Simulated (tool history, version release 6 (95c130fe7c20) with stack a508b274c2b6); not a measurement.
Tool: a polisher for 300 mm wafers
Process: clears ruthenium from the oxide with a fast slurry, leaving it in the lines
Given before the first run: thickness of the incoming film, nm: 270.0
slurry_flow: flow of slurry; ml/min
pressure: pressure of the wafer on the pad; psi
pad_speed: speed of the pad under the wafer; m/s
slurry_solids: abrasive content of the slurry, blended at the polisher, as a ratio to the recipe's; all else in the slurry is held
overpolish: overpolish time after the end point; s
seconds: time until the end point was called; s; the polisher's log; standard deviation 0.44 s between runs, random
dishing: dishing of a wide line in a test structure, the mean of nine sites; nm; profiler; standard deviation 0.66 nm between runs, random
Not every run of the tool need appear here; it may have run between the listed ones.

run  hour  slurry_flow  pressure  pad_speed  slurry_solids  overpolish  seconds  dishing
  1     0          255       2.9        0.8              1          18   98.048   23.725
  2   8.1          255       3.1       0.82              1          18   87.919   25.194
  3   9.5          255       3.1       0.66              1          18   111.86   22.446
  4  11.7          255       3.4       0.66              1          18   100.63   23.422
     17.2  -- head pressure recalibrated
  5  17.2          255       3.4       0.66              1          24    89.79   26.911
  6  19.2          260       3.5        0.7              1          23   82.327   28.218

Run 7, settings as shown, results not yet in. Your forecast:
  7  24.8          265       4.3       0.92           1.05          14        ?        ?

seconds: 50.265 s
dishing: 28.673 nm

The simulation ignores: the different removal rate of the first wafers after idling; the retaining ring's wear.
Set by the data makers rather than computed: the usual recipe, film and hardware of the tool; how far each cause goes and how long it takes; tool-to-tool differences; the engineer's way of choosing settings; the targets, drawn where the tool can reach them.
